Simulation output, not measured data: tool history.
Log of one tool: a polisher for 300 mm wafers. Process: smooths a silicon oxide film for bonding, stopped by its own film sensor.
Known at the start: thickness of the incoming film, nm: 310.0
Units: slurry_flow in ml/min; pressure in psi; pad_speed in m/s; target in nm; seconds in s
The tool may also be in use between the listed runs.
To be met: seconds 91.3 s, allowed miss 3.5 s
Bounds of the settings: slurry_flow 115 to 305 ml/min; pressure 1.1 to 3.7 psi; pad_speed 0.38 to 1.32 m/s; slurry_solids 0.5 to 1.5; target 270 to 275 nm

run  hour  slurry_flow  pressure  pad_speed  slurry_solids  target  seconds
  1     0          195       2.4       0.84              1     270   55.296
  2   8.8          155       2.4       0.84              1     270   59.468
  3  11.4          115       2.4       0.84              1     270   66.458
  4  20.3          155       2.4       0.84              1     270   58.261
     23.9  -- slurry nozzle cleaned
  5  23.9          155       2.4       0.84              1     275   48.382
  6  28.1          155       2.4       0.84              1     270   55.638
  7  29.5          150       2.2       0.84              1     270   60.921
  8  31.8          145         2       0.82              1     270   67.464
  9  39.6          140       1.9       0.82              1     270    71.12

4 next moves are on the table. One of them brings every result within its allowed miss. Which?
  A  47.4          165       1.8       0.84           0.65     273        ?
  B  47.4          115         2       0.74            0.9     270        ?
  C  47.4          135       1.6       0.84            1.1     270        ?
  D  47.4          135       1.7       0.88            0.9     270        ?

move  seconds
   A   90.849
   B    79.87
   C   78.335
   D   81.132
A: meets every target
B: nearer than the last run, and not there yet
C: nearer than the last run, and not there yet
D: nearer than the last run, and not there yet
Move A is the one to make.
